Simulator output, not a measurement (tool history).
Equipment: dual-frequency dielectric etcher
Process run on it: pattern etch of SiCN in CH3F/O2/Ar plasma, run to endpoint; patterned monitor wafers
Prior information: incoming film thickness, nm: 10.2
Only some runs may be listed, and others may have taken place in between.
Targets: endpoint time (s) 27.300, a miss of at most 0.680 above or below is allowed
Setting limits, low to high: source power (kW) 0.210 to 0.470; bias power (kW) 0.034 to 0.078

run    day  source power (kW)  bias power (kW)  endpoint time (s)
  1  0.000              0.340            0.056             30.055
  2  0.225              0.350            0.057             29.648
  3  0.550              0.360            0.058             29.264
  4  0.771              0.370            0.059             28.699
  5  1.092              0.340            0.059             29.686
  6  1.325              0.350            0.060             29.241
  7  1.354              0.360            0.061             28.662
  8  1.383              0.370            0.061             28.575
  9  1.425              0.370            0.061             28.782

Consider the 4 candidate settings below. Which is the only one whose results all fall within their allowed miss of target?
  A  1.467              0.380            0.051                  ?
  B  1.467              0.400            0.063                  ?
  C  1.467              0.350            0.054                  ?
  D  1.467              0.360            0.056                  ?

move  endpoint time (s)
   A             29.826
   B             27.045
   C             30.270
   D             29.516
A: the biggest miss grows against the last run
B: all results in spec
C: the biggest miss grows against the last run
D: the biggest miss grows against the last run
Correct choice: B, which meets every target

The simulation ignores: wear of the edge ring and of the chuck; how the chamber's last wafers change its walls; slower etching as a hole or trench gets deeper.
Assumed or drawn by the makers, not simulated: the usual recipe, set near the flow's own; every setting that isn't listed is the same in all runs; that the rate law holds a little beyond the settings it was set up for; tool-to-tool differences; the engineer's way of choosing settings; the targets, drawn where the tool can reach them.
